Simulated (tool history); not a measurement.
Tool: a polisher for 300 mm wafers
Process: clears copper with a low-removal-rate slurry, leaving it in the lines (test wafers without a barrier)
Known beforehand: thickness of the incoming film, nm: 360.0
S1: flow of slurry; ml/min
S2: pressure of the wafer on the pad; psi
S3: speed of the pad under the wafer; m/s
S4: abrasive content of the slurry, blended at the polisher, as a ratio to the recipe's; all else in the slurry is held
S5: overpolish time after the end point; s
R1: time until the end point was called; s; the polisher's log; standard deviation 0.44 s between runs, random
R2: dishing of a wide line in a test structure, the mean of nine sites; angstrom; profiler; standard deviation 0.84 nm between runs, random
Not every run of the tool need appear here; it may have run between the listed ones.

{"run": 1, "day": 0.0, "S1": 170, "S2": 3.6, "S3": 1.0, "S4": 1.0, "S5": 20, "R1": 83.98, "R2": 428.95}
{"run": 2, "day": 0.054, "S1": 175, "S2": 4.0, "S3": 1.0, "S4": 1.0, "S5": 19, "R1": 75.814, "R2": 454.26}
{"run": 3, "day": 0.392, "S1": 205, "S2": 4.0, "S3": 1.0, "S4": 1.0, "S5": 19, "R1": 73.882, "R2": 470.54}
{"run": 4, "day": 0.612, "S1": 205, "S2": 4.3, "S3": 1.0, "S4": 1.0, "S5": 18, "R1": 68.781, "R2": 483.96}
{"run": 5, "day": 0.854, "S1": 205, "S2": 4.3, "S3": 1.0, "S4": 1.0, "S5": 12, "R1": 70.413, "R2": 356.89}
{"run": 6, "day": 0.983, "S1": 205, "S2": 4.3, "S3": 0.74, "S4": 1.0, "S5": 12, "R1": 81.564, "R2": 307.82}
{"run": 7, "day": 1.25, "S1": 205, "S2": 4.6, "S3": 0.78, "S4": 1.0, "S5": 12, "R1": 76.082, "R2": 349.43}
{"run": 8, "day": 1.383, "S1": 210, "S2": 4.8, "S3": 0.84, "S4": 1.0, "S5": 12, "R1": 68.399, "R2": 368.64}
{"run": 9, "day": 1.704, "S1": 210, "S2": 5.0, "S3": 0.88, "S4": 1.0, "S5": 12, "R1": 64.947, "R2": 377.5}
{"run": 10, "day": 2.062, "S1": 215, "S2": 5.1, "S3": 0.92, "S4": 1.0, "S5": 12, "R1": 61.576, "R2": 389.92}
{"run": 11, "day": 2.188, "S1": 215, "S2": 5.2, "S3": 0.96, "S4": 1.0, "S5": 13, "R1": 58.249, "R2": 441.12}
{"run": 12, "day": 2.558, "S1": 220, "S2": 5.3, "S3": 0.98, "S4": 1.0, "S5": 13, "R1": 56.806, "R2": 447.7}
{"run": 13, "day": 2.729, "S1": 220, "S2": 5.4, "S3": 1.0, "S4": 1.0, "S5": 13, "R1": 54.713, "R2": 451.78}

Run 14, settings as shown, results not yet in. Your forecast:
{"run": 14, "day": 2.95, "S1": 220, "S2": 5.5, "S3": 1.02, "S4": 1.0, "S5": 13, "R1": "?", "R2": "?"}

{"run 14": {"R1": 53.132, "R2": 458.23}}
